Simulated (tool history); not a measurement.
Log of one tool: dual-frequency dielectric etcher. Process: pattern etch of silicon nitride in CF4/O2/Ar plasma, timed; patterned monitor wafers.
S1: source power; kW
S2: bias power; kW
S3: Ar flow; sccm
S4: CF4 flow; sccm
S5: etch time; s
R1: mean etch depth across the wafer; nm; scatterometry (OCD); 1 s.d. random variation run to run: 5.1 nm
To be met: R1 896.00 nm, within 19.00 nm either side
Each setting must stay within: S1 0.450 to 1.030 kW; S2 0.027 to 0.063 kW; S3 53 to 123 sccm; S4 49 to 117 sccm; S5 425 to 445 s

run,hour,S1,S2,S3,S4,S5,R1
1,0.0,0.740,0.045,88,83,425,1084.60
2,3.9,0.700,0.045,88,83,425,1016.50
3,8.5,0.680,0.045,88,83,425,981.91
4,10.1,0.800,0.045,88,83,425,1175.90
5,16.0,0.750,0.045,88,83,425,1091.70
6,21.4,0.750,0.045,88,83,425,1097.80
7,25.3,0.720,0.045,88,83,425,1060.70
8,27.4,0.690,0.045,88,83,425,995.17
9,34.6,0.670,0.045,88,83,425,973.27
10,41.9,0.660,0.045,88,83,425,960.67
11,45.1,0.590,0.045,88,83,425,836.55
12,47.1,0.600,0.045,88,83,425,867.31
13,53.1,0.610,0.045,88,83,425,873.15
14,58.3,0.640,0.045,88,83,425,927.30
15,65.1,0.610,0.045,88,83,425,875.18

5 candidate next runs follow, results not yet known. Just one meets every target within its allowed miss. Identify it.
A,71.9,0.610,0.045,92,77,425,?
B,71.9,0.590,0.044,84,88,428,?
C,71.9,0.630,0.048,100,66,430,?
D,71.9,0.610,0.043,89,88,425,?
E,71.9,0.580,0.041,79,90,445,?

move,R1
A,853.19
B,848.00
C,886.78
D,856.77
E,852.65
A: the biggest miss grows against the last run
B: the biggest miss grows against the last run
C: each result inside its tolerance
D: the biggest miss grows against the last run
E: the biggest miss grows against the last run
C is the move that brings every result within its allowed miss.

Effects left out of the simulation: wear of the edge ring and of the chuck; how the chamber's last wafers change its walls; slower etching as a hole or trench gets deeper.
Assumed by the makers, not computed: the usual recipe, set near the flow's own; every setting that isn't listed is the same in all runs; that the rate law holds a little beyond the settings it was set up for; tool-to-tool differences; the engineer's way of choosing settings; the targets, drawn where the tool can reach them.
